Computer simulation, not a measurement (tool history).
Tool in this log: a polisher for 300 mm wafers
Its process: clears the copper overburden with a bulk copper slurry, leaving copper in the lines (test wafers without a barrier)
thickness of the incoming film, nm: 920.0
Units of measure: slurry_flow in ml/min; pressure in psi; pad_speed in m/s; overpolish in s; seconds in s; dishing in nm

{"run": 1, "day": 0.0, "slurry_flow": 290, "pressure": 2.1, "pad_speed": 1.3, "slurry_solids": 1.0, "overpolish": 16, "seconds": 125.92, "dishing": 30.572}
{"run": 2, "day": 0.229, "slurry_flow": 290, "pressure": 2.1, "pad_speed": 1.3, "slurry_solids": 1.15, "overpolish": 16, "seconds": 123.29, "dishing": 32.014}
{"run": 3, "day": 0.45, "slurry_flow": 290, "pressure": 2.1, "pad_speed": 1.3, "slurry_solids": 1.05, "overpolish": 16, "seconds": 123.82, "dishing": 31.146}
{"run": 4, "day": 0.775, "slurry_flow": 290, "pressure": 1.7, "pad_speed": 1.3, "slurry_solids": 1.05, "overpolish": 16, "seconds": 154.01, "dishing": 29.979}
{"run": 5, "day": 0.921, "slurry_flow": 290, "pressure": 1.7, "pad_speed": 1.3, "slurry_solids": 1.05, "overpolish": 10, "seconds": 153.95, "dishing": 25.26}
{"run": 6, "day": 1.146, "slurry_flow": 290, "pressure": 1.9, "pad_speed": 1.32, "slurry_solids": 1.05, "overpolish": 11, "seconds": 139.0, "dishing": 27.059}

Run 7 has not been measured yet. What should we expect?
{"run": 7, "day": 1.362, "slurry_flow": 290, "pressure": 2.0, "pad_speed": 1.34, "slurry_solids": 1.05, "overpolish": 12, "seconds": "?", "dishing": "?"}

seconds: 125.30 s
dishing: 28.359 nm
